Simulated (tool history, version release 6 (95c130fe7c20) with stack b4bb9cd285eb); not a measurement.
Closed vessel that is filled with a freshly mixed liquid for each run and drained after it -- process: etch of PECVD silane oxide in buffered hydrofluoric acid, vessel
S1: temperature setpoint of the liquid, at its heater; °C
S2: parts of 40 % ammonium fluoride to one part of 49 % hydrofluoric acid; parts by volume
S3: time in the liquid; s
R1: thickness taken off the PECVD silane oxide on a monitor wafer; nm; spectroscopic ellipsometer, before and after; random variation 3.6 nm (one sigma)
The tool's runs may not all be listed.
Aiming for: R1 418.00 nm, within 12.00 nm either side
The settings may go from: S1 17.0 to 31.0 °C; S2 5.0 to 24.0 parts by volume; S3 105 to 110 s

Run 1, day 0.000: S1 23.0 °C, S2 14.5 parts by volume, S3 105 s. Result: R1 232.28 nm.
Run 2, day 0.308: S1 26.0 °C, S2 14.5 parts by volume, S3 105 s. Result: R1 275.44 nm.
Run 3, day 0.529: S1 26.0 °C, S2 14.5 parts by volume, S3 105 s. Result: R1 273.46 nm.
Run 4, day 0.596: S1 26.5 °C, S2 14.0 parts by volume, S3 105 s. Result: R1 294.97 nm.
Run 5, day 0.662: S1 23.5 °C, S2 14.0 parts by volume, S3 105 s. Result: R1 247.09 nm.
Run 6, day 1.042: S1 24.5 °C, S2 14.0 parts by volume, S3 105 s. Result: R1 259.14 nm.
Run 7, day 1.100: S1 25.0 °C, S2 14.0 parts by volume, S3 105 s. Result: R1 269.62 nm.
Run 8, day 1.350: S1 25.5 °C, S2 14.0 parts by volume, S3 105 s. Result: R1 278.06 nm.
Run 9, day 1.404: S1 26.0 °C, S2 14.0 parts by volume, S3 105 s. Result: R1 284.57 nm.
Run 10, day 1.779: S1 26.5 °C, S2 14.0 parts by volume, S3 105 s. Result: R1 291.02 nm.
Run 11, day 1.871: S1 27.0 °C, S2 14.0 parts by volume, S3 105 s. Result: R1 298.60 nm.
Run 12, day 2.008: S1 27.5 °C, S2 14.0 parts by volume, S3 105 s. Result: R1 305.11 nm.
Run 13, day 2.383: S1 31.0 °C, S2 11.5 parts by volume, S3 105 s. Result: R1 445.28 nm.
Run 14, day 2.629: S1 30.5 °C, S2 11.5 parts by volume, S3 105 s. Result: R1 433.85 nm.

Which one of the following 4 next-run settings gets every result inside its allowed miss? There is exactly one.
Run A, day 2.875: S1 29.5 °C, S2 10.5 parts by volume, S3 105 s. Result: R1 ?.
Run B, day 2.875: S1 31.0 °C, S2 12.5 parts by volume, S3 105 s. Result: R1 ?.
Run C, day 2.875: S1 27.5 °C, S2 9.0 parts by volume, S3 105 s. Result: R1 ?.
Run D, day 2.875: S1 28.0 °C, S2 9.5 parts by volume, S3 105 s. Result: R1 ?.

move      R1
   A  460.57
   B  420.39
   C  464.13
   D  460.74
A: the biggest miss grows against the last run
B: hits every target within its allowed miss
C: the biggest miss grows against the last run
D: the biggest miss grows against the last run
Answer: B
